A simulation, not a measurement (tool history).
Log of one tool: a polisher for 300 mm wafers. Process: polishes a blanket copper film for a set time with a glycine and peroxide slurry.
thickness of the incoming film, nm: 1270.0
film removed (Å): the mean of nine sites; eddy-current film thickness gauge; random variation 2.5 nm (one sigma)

| run | hour | flow of slurry (ml/min) | pressure of the wafer on the pad (kPa) | speed of the pad under the wafer (cm/s) | polishing time (s) | film removed (Å) |
|---|---|---|---|---|---|---|
| 1 | 0.0 | 225 | 20.7 | 88 | 67 | 3659.8 |
| 2 | 5.6 | 265 | 20.7 | 88 | 67 | 3680.0 |
| 3 | 6.9 | 265 | 17.2 | 86 | 67 | 3179.4 |
| 4 | 7.5 | 265 | 17.2 | 70 | 67 | 2735.2 |
| 5 | 9.6 | 265 | 20.7 | 70 | 67 | 3139.8 |
| 6 | 12.7 | 265 | 17.2 | 70 | 67 | 2727.1 |
| 7 | 15.0 | 265 | 15.9 | 70 | 67 | 2598.2 |

Run 8 comes next. What will it give?
| 8 | 17.5 | 265 | 15.2 | 70 | 67 | ? |

film removed (Å): 2442.8
